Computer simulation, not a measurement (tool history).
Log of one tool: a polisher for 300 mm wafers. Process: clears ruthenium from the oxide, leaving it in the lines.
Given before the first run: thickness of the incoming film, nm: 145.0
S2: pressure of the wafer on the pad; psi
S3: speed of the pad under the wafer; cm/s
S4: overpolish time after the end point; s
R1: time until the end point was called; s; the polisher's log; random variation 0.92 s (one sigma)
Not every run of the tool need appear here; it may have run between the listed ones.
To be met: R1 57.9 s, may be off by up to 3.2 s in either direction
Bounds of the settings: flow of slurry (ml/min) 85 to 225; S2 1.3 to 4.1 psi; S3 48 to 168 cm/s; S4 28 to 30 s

Run 1, hour 0: flow of slurry (ml/min) 145, S2 2.7 psi, S3 108 cm/s, S4 28 s. Result: R1 103.68 s.
Run 2, hour 2.6: flow of slurry (ml/min) 145, S2 2.7 psi, S3 90 cm/s, S4 28 s. Result: R1 122.07 s.
Run 3, hour 10.4: flow of slurry (ml/min) 145, S2 2.7 psi, S3 118 cm/s, S4 28 s. Result: R1 94.236 s.
Run 4, hour 16.5: flow of slurry (ml/min) 145, S2 2.7 psi, S3 118 cm/s, S4 28 s. Result: R1 98.51 s.
Run 5, hour 20.7: flow of slurry (ml/min) 145, S2 2.1 psi, S3 118 cm/s, S4 28 s. Result: R1 120.83 s.
Run 6, hour 26.4: flow of slurry (ml/min) 145, S2 2.7 psi, S3 120 cm/s, S4 28 s. Result: R1 95.239 s.
Run 7, hour 32: flow of slurry (ml/min) 145, S2 3.1 psi, S3 122 cm/s, S4 28 s. Result: R1 79.478 s.
Run 8, hour 33.7: flow of slurry (ml/min) 145, S2 3.3 psi, S3 124 cm/s, S4 28 s. Result: R1 73.289 s.
Run 9, hour 39.8: flow of slurry (ml/min) 145, S2 3.5 psi, S3 124 cm/s, S4 28 s. Result: R1 70.022 s.
Run 10, hour 41.1: flow of slurry (ml/min) 145, S2 3.7 psi, S3 124 cm/s, S4 28 s. Result: R1 67.923 s.
Run 11, hour 46.3: flow of slurry (ml/min) 145, S2 3.8 psi, S3 126 cm/s, S4 28 s. Result: R1 66.604 s.

Pick the move, out of 4, that brings all results within their allowed miss; only one does.
Run A, hour 51.5: flow of slurry (ml/min) 145, S2 3.7 psi, S3 114 cm/s, S4 28 s. Result: R1 ?.
Run B, hour 51.5: flow of slurry (ml/min) 145, S2 4 psi, S3 108 cm/s, S4 28 s. Result: R1 ?.
Run C, hour 51.5: flow of slurry (ml/min) 155, S2 3.8 psi, S3 136 cm/s, S4 29 s. Result: R1 ?.
Run D, hour 51.5: flow of slurry (ml/min) 85, S2 4.1 psi, S3 106 cm/s, S4 28 s. Result: R1 ?.

move      R1
   A  70.598
   B  68.937
   C  57.414
   D  74.151
A: lands further from the targets than the last run did
B: lands further from the targets than the last run did
C: in spec on every target
D: lands further from the targets than the last run did
The move that meets every target is C.
